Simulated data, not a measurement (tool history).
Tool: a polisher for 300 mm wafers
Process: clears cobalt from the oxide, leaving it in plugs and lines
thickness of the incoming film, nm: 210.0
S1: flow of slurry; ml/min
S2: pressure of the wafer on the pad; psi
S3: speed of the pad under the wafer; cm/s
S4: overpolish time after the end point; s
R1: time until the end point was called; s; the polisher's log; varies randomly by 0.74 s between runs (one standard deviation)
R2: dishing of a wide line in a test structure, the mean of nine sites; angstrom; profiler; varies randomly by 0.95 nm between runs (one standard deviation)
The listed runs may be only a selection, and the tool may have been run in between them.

run	hour	S1	S2	S3	S4	R1	R2
1	0.0	295	2.1	124	24	37.602	494.46
2	2.4	295	2.5	124	24	31.386	526.37
3	3.0	295	2.2	124	24	35.810	504.41
4	8.0	295	1.9	122	22	41.674	479.67
5	9.8	295	1.7	122	19	47.327	457.25
6	13.8	295	1.7	122	12	46.648	337.24

Expected results for the next run?
7	15.7	295	1.2	120	20	?	?

{"run 7": {"R1": 66.982, "R2": 398.85}}

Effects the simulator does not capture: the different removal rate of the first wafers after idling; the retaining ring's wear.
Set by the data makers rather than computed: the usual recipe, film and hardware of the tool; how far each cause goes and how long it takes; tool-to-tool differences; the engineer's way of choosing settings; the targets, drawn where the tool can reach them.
